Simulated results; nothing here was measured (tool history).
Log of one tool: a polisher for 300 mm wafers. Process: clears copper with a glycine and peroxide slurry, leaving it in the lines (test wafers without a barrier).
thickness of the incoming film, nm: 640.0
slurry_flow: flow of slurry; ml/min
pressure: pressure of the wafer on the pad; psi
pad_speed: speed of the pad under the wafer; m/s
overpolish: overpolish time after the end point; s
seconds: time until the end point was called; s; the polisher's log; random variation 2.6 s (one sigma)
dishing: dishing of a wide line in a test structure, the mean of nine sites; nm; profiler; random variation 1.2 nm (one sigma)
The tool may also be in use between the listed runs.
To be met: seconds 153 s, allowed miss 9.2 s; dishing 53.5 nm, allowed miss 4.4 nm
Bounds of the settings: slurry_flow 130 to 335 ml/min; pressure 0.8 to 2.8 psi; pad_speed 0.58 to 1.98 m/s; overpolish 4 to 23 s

{"run": 1, "hour": 0.0, "slurry_flow": 215, "pressure": 1.8, "pad_speed": 1.28, "overpolish": 12, "seconds": 148.89, "dishing": 34.28}
{"run": 2, "hour": 4.2, "slurry_flow": 240, "pressure": 1.8, "pad_speed": 1.28, "overpolish": 12, "seconds": 145.57, "dishing": 34.866}
{"run": 3, "hour": 6.8, "slurry_flow": 240, "pressure": 2.2, "pad_speed": 1.28, "overpolish": 12, "seconds": 128.93, "dishing": 40.29}
{"run": 4, "hour": 10.7, "slurry_flow": 285, "pressure": 2.2, "pad_speed": 1.28, "overpolish": 12, "seconds": 123.83, "dishing": 39.94}
{"run": 5, "hour": 12.3, "slurry_flow": 285, "pressure": 2.2, "pad_speed": 1.28, "overpolish": 14, "seconds": 128.62, "dishing": 45.468}
{"run": 6, "hour": 13.5, "slurry_flow": 265, "pressure": 2.2, "pad_speed": 1.28, "overpolish": 14, "seconds": 125.94, "dishing": 43.383}
{"run": 7, "hour": 22.2, "slurry_flow": 265, "pressure": 2.1, "pad_speed": 1.26, "overpolish": 17, "seconds": 132.03, "dishing": 52.357}
{"run": 8, "hour": 24.5, "slurry_flow": 265, "pressure": 2, "pad_speed": 1.24, "overpolish": 18, "seconds": 139.29, "dishing": 52.015}

5 next moves are on the table. One of them brings every result within its allowed miss. Which?
{"run": "A", "hour": 26.8, "slurry_flow": 240, "pressure": 1.9, "pad_speed": 1.38, "overpolish": 18, "seconds": "?", "dishing": "?"}
{"run": "B", "hour": 26.8, "slurry_flow": 245, "pressure": 2.1, "pad_speed": 0.9, "overpolish": 22, "seconds": "?", "dishing": "?"}
{"run": "C", "hour": 26.8, "slurry_flow": 315, "pressure": 2.1, "pad_speed": 1.02, "overpolish": 20, "seconds": "?", "dishing": "?"}
{"run": "D", "hour": 26.8, "slurry_flow": 250, "pressure": 2.2, "pad_speed": 1.3, "overpolish": 13, "seconds": "?", "dishing": "?"}
{"run": "E", "hour": 26.8, "slurry_flow": 265, "pressure": 1.9, "pad_speed": 1.16, "overpolish": 17, "seconds": "?", "dishing": "?"}

move=A seconds=139.13 dishing=52.312
move=B seconds=180.75 dishing=50.746
move=C seconds=160.26 dishing=51.573
move=D seconds=130.15 dishing=42.618
move=E seconds=158.28 dishing=45.18
A: as far off as the last run
B: takes the result that was furthest off past its target
C: meets every target
D: further off than the last run
E: brings the result that was furthest off to its target, and leaves another outside
Answer: C
